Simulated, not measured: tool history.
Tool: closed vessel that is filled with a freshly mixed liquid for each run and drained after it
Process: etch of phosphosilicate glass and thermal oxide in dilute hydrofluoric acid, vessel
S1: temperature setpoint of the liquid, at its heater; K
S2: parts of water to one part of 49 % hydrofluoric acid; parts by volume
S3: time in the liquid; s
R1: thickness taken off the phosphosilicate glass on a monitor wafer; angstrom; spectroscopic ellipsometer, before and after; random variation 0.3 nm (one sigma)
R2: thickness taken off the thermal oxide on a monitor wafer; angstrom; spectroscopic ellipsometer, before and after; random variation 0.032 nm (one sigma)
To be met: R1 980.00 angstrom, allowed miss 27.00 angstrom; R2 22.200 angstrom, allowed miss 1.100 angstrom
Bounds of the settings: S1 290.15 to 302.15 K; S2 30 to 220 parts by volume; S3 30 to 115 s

run,hour,S1,S2,S3,R1,R2
1,0.0,294.15,125,60,852.75,19.272
2,6.9,294.65,125,60,863.37,19.901
3,11.5,294.65,90,60,1255.00,28.656
4,13.5,294.65,65,60,1792.30,39.536
5,21.2,294.15,70,60,1612.30,36.214
6,28.8,294.15,70,50,1346.50,30.254
7,31.4,290.15,90,50,868.04,19.326
8,39.8,290.65,90,50,883.03,20.037
9,41.1,291.15,90,50,908.28,21.081
10,49.3,291.65,90,50,922.30,21.134
11,51.8,292.15,90,50,937.26,21.716

Which of these 4 next moves meets every target?
A,54.3,292.15,70,35,?,?
B,54.3,292.15,95,55,?,?
C,54.3,291.65,90,50,?,?
D,54.3,292.15,95,50,?,?

move,R1,R2
A,868.99,19.054
B,978.42,21.454
C,924.55,20.273
D,889.47,19.503
A: further off than the last run
B: meets every target
C: further off than the last run
D: further off than the last run
The right move is B.

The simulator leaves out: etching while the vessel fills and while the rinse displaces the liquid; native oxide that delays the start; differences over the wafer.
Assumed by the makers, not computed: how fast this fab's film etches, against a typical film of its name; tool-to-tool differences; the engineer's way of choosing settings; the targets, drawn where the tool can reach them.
